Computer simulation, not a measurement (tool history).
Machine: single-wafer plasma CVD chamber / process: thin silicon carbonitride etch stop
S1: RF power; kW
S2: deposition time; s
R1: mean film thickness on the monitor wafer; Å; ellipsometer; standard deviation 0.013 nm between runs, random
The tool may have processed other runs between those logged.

run 1 hour=0 | S1=0.17 S2=15.4 | R1=75.799
run 2 hour=4 | S1=0.16 S2=15.4 | R1=74.264
run 3 hour=5.4 | S1=0.155 S2=15.2 | R1=72.858
run 4 hour=10.8 | S1=0.145 S2=15.2 | R1=71.337
run 5 hour=18.8 | S1=0.145 S2=13.1 | R1=61.368
run 6 hour=21.3 | S1=0.145 S2=14.5 | R1=68.006
run 7 hour=24.3 | S1=0.145 S2=14.4 | R1=67.883

Forecast run 8:
run 8 hour=26.8 | S1=0.125 S2=13.7 | R1=?

Run 8 gave R1 61.754 Å.
